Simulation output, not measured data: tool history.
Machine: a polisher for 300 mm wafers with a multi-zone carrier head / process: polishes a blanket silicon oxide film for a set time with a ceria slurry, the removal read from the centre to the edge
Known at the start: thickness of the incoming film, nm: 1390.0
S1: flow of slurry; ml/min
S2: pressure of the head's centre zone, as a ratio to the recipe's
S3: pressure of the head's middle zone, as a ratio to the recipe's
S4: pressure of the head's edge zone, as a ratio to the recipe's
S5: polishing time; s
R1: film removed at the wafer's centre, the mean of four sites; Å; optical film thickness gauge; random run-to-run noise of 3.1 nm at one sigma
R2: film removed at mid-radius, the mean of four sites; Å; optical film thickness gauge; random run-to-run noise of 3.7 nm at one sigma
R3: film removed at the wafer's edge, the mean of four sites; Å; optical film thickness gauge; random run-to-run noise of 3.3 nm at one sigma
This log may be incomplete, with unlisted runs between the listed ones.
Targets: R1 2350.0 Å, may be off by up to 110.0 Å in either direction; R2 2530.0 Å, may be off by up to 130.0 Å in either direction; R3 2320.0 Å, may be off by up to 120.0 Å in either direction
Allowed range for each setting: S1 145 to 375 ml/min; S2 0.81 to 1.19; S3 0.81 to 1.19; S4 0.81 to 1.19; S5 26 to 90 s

run,day,S1,S2,S3,S4,S5,R1,R2,R3
1,0.000,240,1.00,1.00,1.00,58,3363.0,3181.4,3207.9
2,0.358,240,1.00,1.00,0.96,58,3362.4,3174.2,3162.5
3,0.546,240,0.93,1.00,0.96,58,3205.1,3218.6,3214.8
4,0.700,300,0.93,1.00,0.96,58,3270.8,3241.9,3044.4
# day 0.738: centre zone pressure recalibrated
5,0.738,300,0.91,1.00,0.96,54,2794.0,3043.6,2968.1
6,1.046,300,0.91,1.04,0.96,54,2814.8,3131.2,2951.0
7,1.371,310,0.92,1.03,0.94,51,2666.8,2808.6,2780.2
8,1.479,330,0.93,1.07,0.91,49,2580.2,2906.1,2550.9
9,1.562,330,0.93,1.06,0.90,48,2559.6,2829.6,2543.2
10,1.767,335,0.93,1.05,0.89,47,2489.5,2754.6,2483.5
11,2.100,335,0.93,1.04,0.88,46,2447.8,2689.2,2405.7

Consider the 4 candidate settings below. Which is the only one whose results all fall within their allowed miss of target?
A,2.433,345,0.94,1.04,0.88,43,?,?,?
B,2.433,375,1.19,1.12,0.81,40,?,?,?
C,2.433,270,0.81,1.01,1.02,46,?,?,?
D,2.433,265,1.05,0.84,1.05,47,?,?,?

move,R1,R2,R3
A,2381.2,2487.4,2307.3
B,2709.2,2478.6,2086.1
C,2210.2,2541.1,2582.4
D,2770.7,2220.4,2674.5
A: hits every target within its allowed miss
B: the furthest-off result lands on target, but another misses its tolerance
C: the furthest-off result lands on target, but another misses its tolerance
D: takes the result that was furthest off past its target
A is the move that brings every result within its allowed miss.
